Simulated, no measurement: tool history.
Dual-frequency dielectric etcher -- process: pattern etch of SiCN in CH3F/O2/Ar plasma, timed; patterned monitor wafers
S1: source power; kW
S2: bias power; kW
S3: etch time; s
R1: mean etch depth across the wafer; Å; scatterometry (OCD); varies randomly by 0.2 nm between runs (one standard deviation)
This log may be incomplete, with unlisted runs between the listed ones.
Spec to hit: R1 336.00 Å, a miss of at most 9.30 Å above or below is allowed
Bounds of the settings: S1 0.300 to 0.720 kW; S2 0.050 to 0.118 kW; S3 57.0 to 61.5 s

run,hour,S1,S2,S3,R1
1,0.0,0.510,0.084,61.5,282.53
2,8.5,0.510,0.074,61.5,257.99
3,14.4,0.510,0.074,57.0,241.80
4,23.3,0.510,0.083,57.0,255.59
5,31.3,0.510,0.095,57.0,279.58
6,36.7,0.550,0.098,57.0,285.55
7,42.3,0.560,0.103,57.5,299.58
8,45.6,0.570,0.106,58.0,309.46
9,52.4,0.570,0.106,58.0,310.59
10,57.9,0.590,0.107,58.0,312.55
11,64.1,0.600,0.109,58.0,315.36
12,70.3,0.600,0.111,58.0,321.77
13,77.3,0.610,0.112,58.0,322.75
14,85.6,0.620,0.113,58.0,324.52

Which one of the following 5 next-run settings gets every result inside its allowed miss? There is exactly one.
A,93.9,0.560,0.118,57.0,?
B,93.9,0.630,0.117,59.0,?
C,93.9,0.570,0.115,57.5,?
D,93.9,0.610,0.106,59.5,?
E,93.9,0.550,0.101,60.0,?

move,R1
A,319.51
B,340.86
C,319.80
D,323.95
E,309.17
A: the biggest miss grows against the last run
B: every result within its allowed miss
C: the biggest miss grows against the last run
D: no nearer and no further than the last run
E: the biggest miss grows against the last run
Go with B: it meets all targets.
